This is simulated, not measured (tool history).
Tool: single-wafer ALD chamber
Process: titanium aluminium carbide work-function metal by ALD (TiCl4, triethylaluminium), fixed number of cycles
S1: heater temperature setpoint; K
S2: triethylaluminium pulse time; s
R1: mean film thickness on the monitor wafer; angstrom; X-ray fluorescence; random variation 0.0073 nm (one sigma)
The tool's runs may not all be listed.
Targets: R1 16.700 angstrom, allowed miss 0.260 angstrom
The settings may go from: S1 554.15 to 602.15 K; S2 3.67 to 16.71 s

Run 1, hour 0.0: S1 578.15 K, S2 10.19 s. Result: R1 18.742 angstrom.
Run 2, hour 6.0: S1 568.15 K, S2 10.19 s. Result: R1 17.683 angstrom.
Run 3, hour 13.4: S1 567.15 K, S2 10.11 s. Result: R1 17.452 angstrom.
Run 4, hour 15.2: S1 567.15 K, S2 11.41 s. Result: R1 17.729 angstrom.
Run 5, hour 21.2: S1 567.15 K, S2 13.54 s. Result: R1 18.160 angstrom.
Run 6, hour 22.3: S1 563.15 K, S2 13.54 s. Result: R1 17.931 angstrom.
Run 7, hour 26.3: S1 562.15 K, S2 13.24 s. Result: R1 17.798 angstrom.
Run 8, hour 34.2: S1 561.15 K, S2 12.94 s. Result: R1 17.647 angstrom.
Run 9, hour 37.8: S1 560.15 K, S2 12.67 s. Result: R1 17.480 angstrom.
Run 10, hour 43.3: S1 559.15 K, S2 12.47 s. Result: R1 17.365 angstrom.
Run 11, hour 44.4: S1 558.15 K, S2 12.29 s. Result: R1 17.359 angstrom.
Run 12, hour 48.4: S1 557.15 K, S2 11.98 s. Result: R1 17.192 angstrom.
Run 13, hour 55.9: S1 557.15 K, S2 11.77 s. Result: R1 17.047 angstrom.
Run 14, hour 58.0: S1 557.15 K, S2 11.70 s. Result: R1 17.177 angstrom.
Run 15, hour 63.5: S1 557.15 K, S2 11.48 s. Result: R1 17.032 angstrom.
Run 16, hour 68.2: S1 557.15 K, S2 11.41 s. Result: R1 16.998 angstrom.
Run 17, hour 74.9: S1 557.15 K, S2 11.36 s. Result: R1 17.168 angstrom.
At hour 82.0: triethylaluminium bottle replaced.
Run 18, hour 82.0: S1 557.15 K, S2 11.10 s. Result: R1 17.219 angstrom.
Run 19, hour 88.9: S1 557.15 K, S2 10.63 s. Result: R1 17.280 angstrom.
Run 20, hour 89.7: S1 557.15 K, S2 9.71 s. Result: R1 16.973 angstrom.
Run 21, hour 91.0: S1 557.15 K, S2 9.61 s. Result: R1 17.047 angstrom.
Run 22, hour 94.5: S1 557.15 K, S2 9.35 s. Result: R1 16.997 angstrom.

Which of these 5 next moves meets every target?
Run A, hour 98.0: S1 558.15 K, S2 13.10 s. Result: R1 ?.
Run B, hour 98.0: S1 554.15 K, S2 7.47 s. Result: R1 ?.
Run C, hour 98.0: S1 554.15 K, S2 9.57 s. Result: R1 ?.
Run D, hour 98.0: S1 554.15 K, S2 7.43 s. Result: R1 ?.
Run E, hour 98.0: S1 554.15 K, S2 7.73 s. Result: R1 ?.

move      R1
   A  17.759
   B  16.207
   C  16.922
   D  16.188
   E  16.327
A: further off than the last run
B: takes the result that was furthest off past its target
C: meets every target
D: takes the result that was furthest off past its target
E: takes the result that was furthest off past its target
Answer: C

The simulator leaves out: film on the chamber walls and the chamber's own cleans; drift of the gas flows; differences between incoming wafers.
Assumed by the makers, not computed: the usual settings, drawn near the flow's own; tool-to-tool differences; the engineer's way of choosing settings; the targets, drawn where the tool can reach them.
